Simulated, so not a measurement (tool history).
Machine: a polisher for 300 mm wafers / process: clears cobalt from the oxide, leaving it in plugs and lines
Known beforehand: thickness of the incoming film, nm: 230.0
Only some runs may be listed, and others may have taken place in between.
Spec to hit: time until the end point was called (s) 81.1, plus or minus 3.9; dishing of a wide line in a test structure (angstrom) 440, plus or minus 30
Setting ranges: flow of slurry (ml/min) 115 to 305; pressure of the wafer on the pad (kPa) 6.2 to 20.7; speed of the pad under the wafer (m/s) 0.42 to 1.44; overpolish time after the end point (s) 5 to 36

run	hour	flow of slurry (ml/min)	pressure of the wafer on the pad (kPa)	speed of the pad under the wafer (m/s)	overpolish time after the end point (s)	time until the end point was called (s)	dishing of a wide line in a test structure (angstrom)
1	0	195	13.1	0.92	18	54.211	430.18
2	9	195	11.7	0.92	18	59.679	410.13
3	9.8	195	11	0.92	20	63.161	422.81
4	11.3	195	10.3	0.92	21	67.271	430.81
5	15.4	195	8.3	0.92	21	82.07	374.24
6	17.8	215	8.3	0.92	21	81.887	372.22
7	22.3	215	8.3	0.92	22	83.003	366.46
8	24.9	205	8.3	0.92	23	84.831	401.98

4 candidate next runs follow, results not yet known. Just one meets every target within its allowed miss. Identify it.
A	27.5	200	7.6	0.88	21	?	?
B	27.5	180	7.6	1.04	23	?	?
C	27.5	190	8.3	0.7	33	?	?
D	27.5	215	8.3	0.94	27	?	?

move	time until the end point was called (s)	dishing of a wide line in a test structure (angstrom)
A	92.837	349.79
B	85.063	393
C	97.838	449.25
D	81.419	444
A: misses by more than the last run did
B: misses by more than the last run did
C: the worst result of the last run now meets its target, but another is out of spec
D: every result within its allowed miss
D is the move that brings every result within its allowed miss.
